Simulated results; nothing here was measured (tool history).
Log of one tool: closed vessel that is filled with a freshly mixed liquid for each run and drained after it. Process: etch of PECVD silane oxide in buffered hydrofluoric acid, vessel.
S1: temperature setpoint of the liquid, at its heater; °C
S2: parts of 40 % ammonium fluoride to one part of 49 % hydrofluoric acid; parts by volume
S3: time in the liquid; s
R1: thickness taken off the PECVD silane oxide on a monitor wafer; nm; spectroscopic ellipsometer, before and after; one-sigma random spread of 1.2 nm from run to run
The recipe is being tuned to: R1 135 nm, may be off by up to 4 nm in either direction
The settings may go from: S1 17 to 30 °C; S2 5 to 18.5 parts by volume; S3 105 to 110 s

| run | day | S1 | S2 | S3 | R1 |
|---|---|---|---|---|---|
| 1 | 0 | 22 | 11.5 | 105 | 200.7 |
| 2 | 0.258 | 22 | 9.5 | 105 | 239.67 |
| 3 | 0.608 | 24 | 9.5 | 105 | 262.25 |
| 4 | 0.633 | 24 | 11.5 | 105 | 220.96 |
| 5 | 0.842 | 23 | 12 | 105 | 203.9 |
| 6 | 1.2 | 23 | 12 | 105 | 206.36 |
| 7 | 1.292 | 19 | 13.5 | 105 | 143.84 |
| 8 | 1.633 | 18.5 | 13.5 | 105 | 139.85 |

Consider the 4 candidate settings below. Which is the only one whose results all fall within their allowed miss of target?
| A | 1.975 | 18 | 12.5 | 105 | ? |
| B | 1.975 | 19 | 13 | 105 | ? |
| C | 1.975 | 19 | 14.5 | 105 | ? |
| D | 1.975 | 19.5 | 13.5 | 105 | ? |

| move | R1 |
|---|---|
| A | 147.03 |
| B | 149.85 |
| C | 134.61 |
| D | 148.6 |
A: moves away from the targets compared with the last run
B: moves away from the targets compared with the last run
C: every result within its allowed miss
D: moves away from the targets compared with the last run
C meets every target.

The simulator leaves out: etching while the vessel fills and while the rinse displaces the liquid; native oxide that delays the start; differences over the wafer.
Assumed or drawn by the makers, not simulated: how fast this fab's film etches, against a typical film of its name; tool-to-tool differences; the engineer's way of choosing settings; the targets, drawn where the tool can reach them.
